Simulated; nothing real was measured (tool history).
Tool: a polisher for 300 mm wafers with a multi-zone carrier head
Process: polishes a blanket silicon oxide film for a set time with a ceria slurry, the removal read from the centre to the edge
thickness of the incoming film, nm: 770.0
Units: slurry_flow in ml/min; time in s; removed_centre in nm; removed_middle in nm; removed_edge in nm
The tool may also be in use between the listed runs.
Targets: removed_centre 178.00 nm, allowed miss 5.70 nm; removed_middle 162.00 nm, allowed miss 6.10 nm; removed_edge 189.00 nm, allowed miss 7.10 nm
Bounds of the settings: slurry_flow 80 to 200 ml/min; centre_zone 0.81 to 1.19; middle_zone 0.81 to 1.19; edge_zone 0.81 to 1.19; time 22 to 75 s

run 1 day=0.000 | slurry_flow=130 centre_zone=1.00 middle_zone=1.00 edge_zone=1.00 time=48 | removed_centre=285.87 removed_middle=296.01 removed_edge=294.30
run 2 day=0.354 | slurry_flow=120 centre_zone=0.99 middle_zone=0.95 edge_zone=0.99 time=43 | removed_centre=250.08 removed_middle=252.68 removed_edge=261.65
run 3 day=0.717 | slurry_flow=120 centre_zone=0.99 middle_zone=0.95 edge_zone=0.93 time=43 | removed_centre=246.96 removed_middle=248.77 removed_edge=255.30
run 4 day=0.838 | slurry_flow=115 centre_zone=0.99 middle_zone=0.91 edge_zone=0.92 time=39 | removed_centre=221.10 removed_middle=214.41 removed_edge=227.40
run 5 day=0.900 | slurry_flow=115 centre_zone=0.99 middle_zone=0.91 edge_zone=0.88 time=39 | removed_centre=224.91 removed_middle=216.68 removed_edge=224.24
run 6 day=1.258 | slurry_flow=110 centre_zone=0.98 middle_zone=0.88 edge_zone=0.89 time=37 | removed_centre=208.92 removed_middle=200.39 removed_edge=213.63
run 7 day=1.333 | slurry_flow=105 centre_zone=0.98 middle_zone=0.86 edge_zone=0.90 time=36 | removed_centre=200.49 removed_middle=187.52 removed_edge=204.31
run 8 day=1.621 | slurry_flow=100 centre_zone=0.98 middle_zone=0.85 edge_zone=0.91 time=35 | removed_centre=191.45 removed_middle=178.52 removed_edge=197.28
run 9 day=1.708 | slurry_flow=95 centre_zone=0.98 middle_zone=0.84 edge_zone=0.92 time=35 | removed_centre=188.28 removed_middle=172.86 removed_edge=198.70
run 10 day=1.908 | slurry_flow=90 centre_zone=0.98 middle_zone=0.83 edge_zone=0.91 time=35 | removed_centre=182.22 removed_middle=167.92 removed_edge=194.77
run 11 day=2.175 | slurry_flow=90 centre_zone=0.98 middle_zone=0.83 edge_zone=0.90 time=35 | removed_centre=180.30 removed_middle=168.73 removed_edge=194.69
run 12 day=2.321 | slurry_flow=90 centre_zone=0.98 middle_zone=0.83 edge_zone=0.89 time=35 | removed_centre=182.11 removed_middle=168.77 removed_edge=190.43

5 next moves are on the table. One of them brings every result within its allowed miss. Which?
run A day=2.467 | slurry_flow=115 centre_zone=0.93 middle_zone=0.81 edge_zone=0.91 time=32 | removed_centre=? removed_middle=? removed_edge=?
run B day=2.467 | slurry_flow=90 centre_zone=0.95 middle_zone=0.94 edge_zone=0.85 time=36 | removed_centre=? removed_middle=? removed_edge=?
run C day=2.467 | slurry_flow=85 centre_zone=1.02 middle_zone=0.90 edge_zone=0.94 time=35 | removed_centre=? removed_middle=? removed_edge=?
run D day=2.467 | slurry_flow=100 centre_zone=1.07 middle_zone=0.81 edge_zone=0.89 time=33 | removed_centre=? removed_middle=? removed_edge=?
run E day=2.467 | slurry_flow=100 centre_zone=1.00 middle_zone=0.91 edge_zone=0.95 time=34 | removed_centre=? removed_middle=? removed_edge=?

move=A removed_centre=173.34 removed_middle=164.13 removed_edge=187.42
move=B removed_centre=180.93 removed_middle=189.26 removed_edge=195.66
move=C removed_centre=180.25 removed_middle=174.57 removed_edge=193.55
move=D removed_centre=188.14 removed_middle=162.27 removed_edge=186.58
move=E removed_centre=184.79 removed_middle=181.14 removed_edge=196.00
A: meets every target
B: further off than the last run
C: further off than the last run
D: brings the result that was furthest off to its target, and leaves another outside
E: further off than the last run
Answer: A
